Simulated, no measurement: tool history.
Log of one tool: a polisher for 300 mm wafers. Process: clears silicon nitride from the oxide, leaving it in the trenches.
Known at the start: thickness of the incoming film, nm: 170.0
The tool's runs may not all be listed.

| run | hour | flow of slurry (ml/min) | pressure of the wafer on the pad (kPa) | speed of the pad under the wafer (cm/s) | overpolish time after the end point (s) | time until the end point was called (s) |
|---|---|---|---|---|---|---|
| 1 | 0.0 | 275 | 20.0 | 116 | 7 | 167.50 |
| 2 | 3.6 | 275 | 23.4 | 116 | 7 | 146.52 |
| 3 | 9.7 | 340 | 23.4 | 116 | 7 | 142.28 |
| 4 | 12.1 | 340 | 28.3 | 116 | 7 | 116.14 |
| 5 | 20.6 | 340 | 31.0 | 116 | 7 | 106.12 |
| 6 | 23.5 | 340 | 28.3 | 116 | 7 | 117.47 |

Forecast run 7:
| 7 | 28.9 | 340 | 26.2 | 116 | 7 | ? |

{"run 7": {"time until the end point was called (s)": 126.4}}
